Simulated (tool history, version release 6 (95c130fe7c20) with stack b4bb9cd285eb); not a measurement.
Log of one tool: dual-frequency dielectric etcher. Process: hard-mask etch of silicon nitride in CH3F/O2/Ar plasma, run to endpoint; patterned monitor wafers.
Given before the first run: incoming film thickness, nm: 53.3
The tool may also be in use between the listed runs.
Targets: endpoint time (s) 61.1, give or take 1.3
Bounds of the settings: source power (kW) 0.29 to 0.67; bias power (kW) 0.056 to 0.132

| run | hour | source power (kW) | bias power (kW) | endpoint time (s) |
|---|---|---|---|---|
| 1 | 0 | 0.48 | 0.094 | 73.782 |
| 2 | 7.3 | 0.52 | 0.098 | 71.058 |
| 3 | 13.8 | 0.47 | 0.098 | 72.778 |
| 4 | 20.3 | 0.51 | 0.104 | 69.268 |
| 5 | 26.1 | 0.51 | 0.09 | 73.828 |
| 6 | 33.6 | 0.45 | 0.09 | 77.565 |
| 7 | 38.1 | 0.5 | 0.095 | 72.663 |
| 8 | 43.4 | 0.54 | 0.099 | 69.355 |
| 9 | 44.9 | 0.57 | 0.102 | 67.207 |
| 10 | 52.3 | 0.59 | 0.104 | 65.779 |
| 11 | 54.6 | 0.61 | 0.106 | 64.671 |
| 12 | 62.6 | 0.62 | 0.108 | 64.032 |

Next run, 5 choices. One meets every target within its allowed miss, the rest don't. Which?
| A | 70.6 | 0.54 | 0.132 | ? |
| B | 70.6 | 0.54 | 0.105 | ? |
| C | 70.6 | 0.56 | 0.118 | ? |
| D | 70.6 | 0.57 | 0.095 | ? |
| E | 70.6 | 0.57 | 0.093 | ? |

| move | endpoint time (s) |
|---|---|
| A | 61.976 |
| B | 68.376 |
| C | 64.241 |
| D | 70.033 |
| E | 70.667 |
A: every result within its allowed miss
B: moves away from the targets compared with the last run
C: moves away from the targets compared with the last run
D: moves away from the targets compared with the last run
E: moves away from the targets compared with the last run
Go with A: it meets all targets.

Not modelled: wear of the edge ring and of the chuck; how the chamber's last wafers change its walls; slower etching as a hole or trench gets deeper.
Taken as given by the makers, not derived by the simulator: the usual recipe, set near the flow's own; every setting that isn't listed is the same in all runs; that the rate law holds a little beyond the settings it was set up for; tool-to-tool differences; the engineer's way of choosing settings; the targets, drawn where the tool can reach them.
